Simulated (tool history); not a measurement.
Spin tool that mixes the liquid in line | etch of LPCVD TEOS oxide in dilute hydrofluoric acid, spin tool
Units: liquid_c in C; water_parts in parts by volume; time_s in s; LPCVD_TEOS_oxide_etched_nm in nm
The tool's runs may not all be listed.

run  hour  liquid_c  water_parts  time_s  LPCVD_TEOS_oxide_etched_nm
  1     0        24          100      50                      25.443
  2   3.8      26.5           90      50                      30.748
  3  11.1      26.5           70      50                      40.548
  4  12.2        28           70      50                      44.138
  5  17.8        28           95      50                      31.357
  6  22.5        29           90      50                      34.189
  7  27.5        30           85      50                      38.175
  8  33.6      30.5           80      50                      41.589
  9  42.2        32           70      50                      51.841

Forecast run 10:
 10  50.4      31.5           70      50                           ?

{"run 10": {"LPCVD_TEOS_oxide_etched_nm": 50.473}}
